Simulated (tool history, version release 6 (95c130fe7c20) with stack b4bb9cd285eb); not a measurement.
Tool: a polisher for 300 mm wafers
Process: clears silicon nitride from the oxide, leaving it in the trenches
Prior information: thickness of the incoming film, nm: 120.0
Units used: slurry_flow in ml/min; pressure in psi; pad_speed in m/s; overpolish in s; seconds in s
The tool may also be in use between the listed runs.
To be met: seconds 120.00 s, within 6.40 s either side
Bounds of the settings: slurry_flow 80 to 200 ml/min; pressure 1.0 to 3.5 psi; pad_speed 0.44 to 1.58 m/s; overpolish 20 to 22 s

run,day,slurry_flow,pressure,pad_speed,overpolish,seconds
1,0.000,130,2.2,1.00,20,194.77
2,0.142,130,2.3,1.00,20,189.09
3,0.492,130,2.4,1.00,20,187.73
4,0.708,140,2.4,1.00,20,175.82
5,0.825,145,2.5,1.00,20,172.01
6,0.896,145,2.5,1.14,20,150.83
# day 1.192: slurry nozzle cleaned
7,1.192,145,2.6,1.14,20,130.93
8,1.392,145,2.7,1.14,20,130.19

5 next moves are on the table. One of them brings every result within its allowed miss. Which?
A,1.592,160,2.4,1.16,20,?
B,1.592,115,2.6,1.30,21,?
C,1.592,175,2.9,1.22,22,?
D,1.592,140,2.4,1.56,22,?
E,1.592,160,2.3,1.18,22,?

move,seconds
A,135.70
B,121.18
C,108.51
D,104.03
E,138.27
A: its largest miss is bigger than the last run's
B: every result lands within tolerance
C: carries the result that was furthest off beyond its target, to the other side
D: carries the result that was furthest off beyond its target, to the other side
E: its largest miss is bigger than the last run's
Correct choice: B, which meets every target

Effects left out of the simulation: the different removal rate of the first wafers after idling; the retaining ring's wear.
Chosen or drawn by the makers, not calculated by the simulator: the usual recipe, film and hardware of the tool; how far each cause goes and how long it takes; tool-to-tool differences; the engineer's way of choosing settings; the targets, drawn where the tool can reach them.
